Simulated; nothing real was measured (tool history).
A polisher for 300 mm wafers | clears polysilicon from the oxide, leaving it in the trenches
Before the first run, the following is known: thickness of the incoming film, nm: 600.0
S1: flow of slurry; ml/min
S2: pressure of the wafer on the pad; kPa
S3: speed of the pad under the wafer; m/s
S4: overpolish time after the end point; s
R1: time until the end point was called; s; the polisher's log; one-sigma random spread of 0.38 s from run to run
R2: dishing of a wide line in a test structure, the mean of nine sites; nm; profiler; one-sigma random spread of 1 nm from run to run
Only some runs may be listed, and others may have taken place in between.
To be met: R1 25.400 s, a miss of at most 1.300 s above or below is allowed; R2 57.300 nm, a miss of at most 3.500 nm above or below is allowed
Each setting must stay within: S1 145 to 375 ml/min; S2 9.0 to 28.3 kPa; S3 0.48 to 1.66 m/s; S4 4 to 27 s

Run 1, hour 0.0: S1 240 ml/min, S2 18.6 kPa, S3 1.06 m/s, S4 14 s. Result: R1 33.355 s, R2 59.206 nm.
Run 2, hour 5.9: S1 265 ml/min, S2 18.6 kPa, S3 1.06 m/s, S4 14 s. Result: R1 33.502 s, R2 57.304 nm.
Run 3, hour 14.4: S1 245 ml/min, S2 18.6 kPa, S3 1.06 m/s, S4 14 s. Result: R1 33.089 s, R2 60.068 nm.
Run 4, hour 20.1: S1 245 ml/min, S2 22.8 kPa, S3 1.06 m/s, S4 14 s. Result: R1 27.560 s, R2 57.808 nm.
Run 5, hour 20.7: S1 245 ml/min, S2 22.8 kPa, S3 0.80 m/s, S4 14 s. Result: R1 35.934 s, R2 57.425 nm.
At hour 22.6: head pressure recalibrated.
Run 6, hour 22.6: S1 245 ml/min, S2 22.8 kPa, S3 0.80 m/s, S4 10 s. Result: R1 38.326 s, R2 54.378 nm.
Run 7, hour 26.6: S1 245 ml/min, S2 23.4 kPa, S3 0.82 m/s, S4 11 s. Result: R1 35.525 s, R2 55.802 nm.
Run 8, hour 28.6: S1 245 ml/min, S2 28.3 kPa, S3 0.90 m/s, S4 9 s. Result: R1 28.155 s, R2 55.865 nm.
Run 9, hour 32.9: S1 245 ml/min, S2 28.3 kPa, S3 0.92 m/s, S4 9 s. Result: R1 27.091 s, R2 57.653 nm.

Which of these 4 next moves meets every target?
Run A, hour 37.2: S1 215 ml/min, S2 28.3 kPa, S3 0.88 m/s, S4 24 s. Result: R1 ?, R2 ?.
Run B, hour 37.2: S1 245 ml/min, S2 28.3 kPa, S3 1.00 m/s, S4 11 s. Result: R1 ?, R2 ?.
Run C, hour 37.2: S1 255 ml/min, S2 28.3 kPa, S3 0.84 m/s, S4 14 s. Result: R1 ?, R2 ?.
Run D, hour 37.2: S1 235 ml/min, S2 26.2 kPa, S3 0.90 m/s, S4 9 s. Result: R1 ?, R2 ?.

move      R1      R2
   A  28.088  59.696
   B  24.559  58.685
   C  28.970  58.969
   D  29.392  55.984
A: misses by more than the last run did
B: hits every target within its allowed miss
C: misses by more than the last run did
D: misses by more than the last run did
Correct choice: B, which meets every target

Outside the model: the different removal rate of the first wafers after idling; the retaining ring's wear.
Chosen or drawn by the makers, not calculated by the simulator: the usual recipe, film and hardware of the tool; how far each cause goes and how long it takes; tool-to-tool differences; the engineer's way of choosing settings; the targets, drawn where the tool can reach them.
